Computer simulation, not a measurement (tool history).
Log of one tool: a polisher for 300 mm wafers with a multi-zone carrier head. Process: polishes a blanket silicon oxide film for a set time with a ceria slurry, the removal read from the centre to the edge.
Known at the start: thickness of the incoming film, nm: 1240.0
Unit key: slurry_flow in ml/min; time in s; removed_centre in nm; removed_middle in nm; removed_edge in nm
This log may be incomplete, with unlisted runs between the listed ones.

run  hour  slurry_flow  centre_zone  middle_zone  edge_zone  time  removed_centre  removed_middle  removed_edge
  1     0          245            1            1          1    61           202.8          198.99        208.66
  2   3.5          240         0.98         0.99       0.97    53          173.87          172.04        181.83
  3  11.4          240         0.98         0.99          1    53          175.43          173.49        181.77
  4  16.1          240         0.98         0.99          1    60          198.75          194.63        201.79
  5  21.4          240         0.98         0.95          1    60          197.11             187         201.1
  6  24.2          210         0.98         0.95          1    60          192.31          184.14        197.16

Forecast run 7:
  7  30.2          175          0.9         0.92        0.9    43               ?               ?             ?

{"run 7": {"removed_centre": 121.5, "removed_middle": 126.49, "removed_edge": 133.63}}
